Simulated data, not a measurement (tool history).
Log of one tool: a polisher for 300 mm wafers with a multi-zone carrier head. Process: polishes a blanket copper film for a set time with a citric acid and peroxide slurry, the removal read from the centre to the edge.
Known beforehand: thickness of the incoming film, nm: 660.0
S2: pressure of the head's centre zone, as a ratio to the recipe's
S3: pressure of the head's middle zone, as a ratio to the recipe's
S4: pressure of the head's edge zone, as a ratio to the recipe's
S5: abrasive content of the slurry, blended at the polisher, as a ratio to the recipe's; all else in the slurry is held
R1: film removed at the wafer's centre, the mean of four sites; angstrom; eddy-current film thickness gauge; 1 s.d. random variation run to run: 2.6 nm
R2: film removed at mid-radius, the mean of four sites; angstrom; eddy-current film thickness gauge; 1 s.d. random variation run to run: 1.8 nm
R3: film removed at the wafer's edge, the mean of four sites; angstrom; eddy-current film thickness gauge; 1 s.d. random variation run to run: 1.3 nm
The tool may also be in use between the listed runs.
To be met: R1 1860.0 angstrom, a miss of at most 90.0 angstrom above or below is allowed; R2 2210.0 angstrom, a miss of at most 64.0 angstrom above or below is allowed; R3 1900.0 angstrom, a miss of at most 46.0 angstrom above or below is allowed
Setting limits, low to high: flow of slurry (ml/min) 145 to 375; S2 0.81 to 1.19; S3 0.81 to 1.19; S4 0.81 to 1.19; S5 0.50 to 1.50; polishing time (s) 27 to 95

{"run": 1, "hour": 0.0, "flow of slurry (ml/min)": 240, "S2": 1.0, "S3": 1.0, "S4": 1.0, "S5": 1.0, "polishing time (s)": 61, "R1": 2235.0, "R2": 2328.5, "R3": 2423.6}
{"run": 2, "hour": 2.4, "flow of slurry (ml/min)": 240, "S2": 1.0, "S3": 1.0, "S4": 1.0, "S5": 1.0, "polishing time (s)": 68, "R1": 2469.1, "R2": 2639.3, "R3": 2690.1}
{"run": 3, "hour": 7.5, "flow of slurry (ml/min)": 240, "S2": 1.0, "S3": 1.02, "S4": 0.97, "S5": 0.9, "polishing time (s)": 66, "R1": 2330.5, "R2": 2461.9, "R3": 2484.0}
{"run": 4, "hour": 13.1, "flow of slurry (ml/min)": 240, "S2": 1.0, "S3": 1.02, "S4": 0.97, "S5": 0.7, "polishing time (s)": 66, "R1": 2127.9, "R2": 2263.1, "R3": 2297.6}
{"run": 5, "hour": 15.2, "flow of slurry (ml/min)": 240, "S2": 1.0, "S3": 1.02, "S4": 0.97, "S5": 0.7, "polishing time (s)": 54, "R1": 1751.4, "R2": 1886.7, "R3": 1884.2}
{"run": 6, "hour": 18.0, "flow of slurry (ml/min)": 240, "S2": 1.0, "S3": 1.05, "S4": 0.97, "S5": 0.7, "polishing time (s)": 54, "R1": 1724.5, "R2": 1886.3, "R3": 1880.1}
{"run": 7, "hour": 20.3, "flow of slurry (ml/min)": 250, "S2": 1.0, "S3": 1.07, "S4": 0.95, "S5": 0.75, "polishing time (s)": 54, "R1": 1767.8, "R2": 2009.1, "R3": 1897.9}
{"run": 8, "hour": 27.0, "flow of slurry (ml/min)": 260, "S2": 1.0, "S3": 1.08, "S4": 0.95, "S5": 0.75, "polishing time (s)": 54, "R1": 1832.3, "R2": 2009.3, "R3": 1907.0}
{"hour": 33.1, "done": "edge zone pressure recalibrated"}
{"run": 9, "hour": 33.1, "flow of slurry (ml/min)": 265, "S2": 1.0, "S3": 1.1, "S4": 0.95, "S5": 0.75, "polishing time (s)": 54, "R1": 1772.1, "R2": 2079.5, "R3": 1821.8}
{"run": 10, "hour": 40.0, "flow of slurry (ml/min)": 265, "S2": 1.0, "S3": 1.1, "S4": 0.95, "S5": 0.75, "polishing time (s)": 54, "R1": 1827.1, "R2": 2047.5, "R3": 1827.0}
{"run": 11, "hour": 42.0, "flow of slurry (ml/min)": 265, "S2": 1.0, "S3": 1.1, "S4": 0.95, "S5": 0.75, "polishing time (s)": 54, "R1": 1851.8, "R2": 2067.4, "R3": 1855.6}
{"run": 12, "hour": 46.3, "flow of slurry (ml/min)": 265, "S2": 0.99, "S3": 1.11, "S4": 0.96, "S5": 0.75, "polishing time (s)": 54, "R1": 1765.7, "R2": 2044.7, "R3": 1864.8}
{"run": 13, "hour": 49.4, "flow of slurry (ml/min)": 265, "S2": 0.99, "S3": 1.11, "S4": 0.96, "S5": 0.75, "polishing time (s)": 54, "R1": 1795.0, "R2": 2035.9, "R3": 1827.4}
{"run": 14, "hour": 51.5, "flow of slurry (ml/min)": 265, "S2": 0.99, "S3": 1.11, "S4": 0.95, "S5": 0.75, "polishing time (s)": 54, "R1": 1812.5, "R2": 2067.8, "R3": 1844.1}
{"run": 15, "hour": 58.2, "flow of slurry (ml/min)": 270, "S2": 0.99, "S3": 1.12, "S4": 0.95, "S5": 0.75, "polishing time (s)": 54, "R1": 1812.5, "R2": 2101.3, "R3": 1863.4}
{"run": 16, "hour": 61.6, "flow of slurry (ml/min)": 275, "S2": 0.99, "S3": 1.12, "S4": 0.95, "S5": 0.75, "polishing time (s)": 54, "R1": 1792.4, "R2": 2093.2, "R3": 1843.8}
{"run": 17, "hour": 66.2, "flow of slurry (ml/min)": 280, "S2": 0.99, "S3": 1.12, "S4": 0.95, "S5": 0.75, "polishing time (s)": 54, "R1": 1784.3, "R2": 2115.2, "R3": 1851.1}
{"run": 18, "hour": 69.0, "flow of slurry (ml/min)": 280, "S2": 0.99, "S3": 1.12, "S4": 0.95, "S5": 0.75, "polishing time (s)": 54, "R1": 1805.9, "R2": 2116.3, "R3": 1863.3}
{"run": 19, "hour": 71.2, "flow of slurry (ml/min)": 285, "S2": 0.99, "S3": 1.12, "S4": 0.95, "S5": 0.75, "polishing time (s)": 54, "R1": 1753.2, "R2": 2115.5, "R3": 1850.2}
{"run": 20, "hour": 77.3, "flow of slurry (ml/min)": 285, "S2": 1.0, "S3": 1.12, "S4": 0.95, "S5": 0.75, "polishing time (s)": 54, "R1": 1826.3, "R2": 2095.6, "R3": 1868.0}
{"run": 21, "hour": 84.5, "flow of slurry (ml/min)": 290, "S2": 1.0, "S3": 1.12, "S4": 0.95, "S5": 0.75, "polishing time (s)": 54, "R1": 1808.0, "R2": 2087.1, "R3": 1862.9}

Consider the 4 candidate settings below. Which is the only one whose results all fall within their allowed miss of target?
{"run": "A", "hour": 91.7, "flow of slurry (ml/min)": 300, "S2": 0.99, "S3": 1.07, "S4": 0.97, "S5": 0.75, "polishing time (s)": 55, "R1": "?", "R2": "?", "R3": "?"}
{"run": "B", "hour": 91.7, "flow of slurry (ml/min)": 270, "S2": 1.08, "S3": 1.14, "S4": 0.93, "S5": 0.7, "polishing time (s)": 58, "R1": "?", "R2": "?", "R3": "?"}
{"run": "C", "hour": 91.7, "flow of slurry (ml/min)": 280, "S2": 1.06, "S3": 1.18, "S4": 0.82, "S5": 0.85, "polishing time (s)": 57, "R1": "?", "R2": "?", "R3": "?"}
{"run": "D", "hour": 91.7, "flow of slurry (ml/min)": 215, "S2": 1.01, "S3": 1.19, "S4": 0.99, "S5": 0.8, "polishing time (s)": 55, "R1": "?", "R2": "?", "R3": "?"}

move=A R1=1887.9 R2=2069.5 R3=1906.3
move=B R1=2092.5 R2=2208.4 R3=1906.0
move=C R1=2174.2 R2=2401.5 R3=1912.0
move=D R1=1883.7 R2=2207.2 R3=1904.7
A: its largest miss is bigger than the last run's
B: brings the last run's worst result on target, with another outside its allowed miss
C: carries the result that was furthest off beyond its target, to the other side
D: all results land within tolerance of their targets
Move D is the one to make.
